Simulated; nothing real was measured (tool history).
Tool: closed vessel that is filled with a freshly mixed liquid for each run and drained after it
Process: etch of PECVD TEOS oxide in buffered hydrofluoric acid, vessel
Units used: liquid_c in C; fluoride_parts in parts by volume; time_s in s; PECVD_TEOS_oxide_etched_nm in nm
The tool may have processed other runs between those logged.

| run | hour | liquid_c | fluoride_parts | time_s | PECVD_TEOS_oxide_etched_nm |
|---|---|---|---|---|---|
| 1 | 0.0 | 22.0 | 14.5 | 105 | 96.297 |
| 2 | 3.7 | 22.5 | 14.5 | 105 | 98.222 |
| 3 | 11.3 | 19.5 | 14.5 | 105 | 81.382 |
| 4 | 15.6 | 18.0 | 14.5 | 105 | 74.643 |
| 5 | 19.6 | 20.0 | 14.5 | 105 | 84.856 |
| 6 | 20.3 | 20.0 | 12.5 | 105 | 97.521 |

Predict the results of run 7:
| 7 | 23.7 | 20.5 | 12.5 | 105 | ? |

PECVD_TEOS_oxide_etched_nm: 100.020 nm

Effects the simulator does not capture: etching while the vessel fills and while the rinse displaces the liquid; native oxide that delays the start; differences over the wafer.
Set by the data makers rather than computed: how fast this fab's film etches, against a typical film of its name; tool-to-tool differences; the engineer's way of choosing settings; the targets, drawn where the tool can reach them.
